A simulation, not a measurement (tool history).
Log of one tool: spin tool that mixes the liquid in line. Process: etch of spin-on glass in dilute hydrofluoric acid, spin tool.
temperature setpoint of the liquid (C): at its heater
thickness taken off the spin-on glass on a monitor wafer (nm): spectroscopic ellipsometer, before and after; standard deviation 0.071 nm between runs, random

| run | hour | temperature setpoint of the liquid (C) | parts of water to one part of 49 % hydrofluoric acid (parts by volume) | time under the liquid (s) | thickness taken off the spin-on glass on a monitor wafer (nm) |
|---|---|---|---|---|---|
| 1 | 0.0 | 25.0 | 240 | 260 | 33.675 |
| 2 | 4.7 | 23.0 | 250 | 260 | 29.882 |
| 3 | 13.3 | 21.5 | 260 | 260 | 26.884 |
| 4 | 14.9 | 21.5 | 225 | 260 | 32.130 |
| 5 | 22.0 | 20.5 | 240 | 260 | 28.631 |
| 6 | 26.8 | 20.5 | 155 | 260 | 48.397 |

Expected results for the next run?
| 7 | 35.1 | 19.5 | 185 | 260 | ? |

thickness taken off the spin-on glass on a monitor wafer (nm): 37.792
